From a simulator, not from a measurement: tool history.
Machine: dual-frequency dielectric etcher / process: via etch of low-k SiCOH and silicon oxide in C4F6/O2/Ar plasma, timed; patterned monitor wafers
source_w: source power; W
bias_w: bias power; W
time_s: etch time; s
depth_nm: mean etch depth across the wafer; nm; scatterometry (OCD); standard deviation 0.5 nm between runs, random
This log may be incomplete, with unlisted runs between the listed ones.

Run 1, hour 0: source_w 320 W, bias_w 196 W, time_s 74.5 s. Result: depth_nm 225.09 nm.
Run 2, hour 1.9: source_w 290 W, bias_w 194 W, time_s 74.5 s. Result: depth_nm 220.09 nm.
Run 3, hour 9.3: source_w 230 W, bias_w 194 W, time_s 74.5 s. Result: depth_nm 206.36 nm.
Run 4, hour 12.1: source_w 260 W, bias_w 194 W, time_s 74.5 s. Result: depth_nm 213.83 nm.
Run 5, hour 18.5: source_w 260 W, bias_w 170 W, time_s 74.5 s. Result: depth_nm 207.11 nm.
Run 6, hour 20.2: source_w 250 W, bias_w 169 W, time_s 74.5 s. Result: depth_nm 205.35 nm.
Run 7, hour 22.1: source_w 240 W, bias_w 168 W, time_s 74.5 s. Result: depth_nm 202.67 nm.

Run 8 is up next; what results do you expect?
Run 8, hour 23.9: source_w 230 W, bias_w 167 W, time_s 74.5 s. Result: depth_nm ?.

Run 8 yielded depth_nm 200.41 nm.

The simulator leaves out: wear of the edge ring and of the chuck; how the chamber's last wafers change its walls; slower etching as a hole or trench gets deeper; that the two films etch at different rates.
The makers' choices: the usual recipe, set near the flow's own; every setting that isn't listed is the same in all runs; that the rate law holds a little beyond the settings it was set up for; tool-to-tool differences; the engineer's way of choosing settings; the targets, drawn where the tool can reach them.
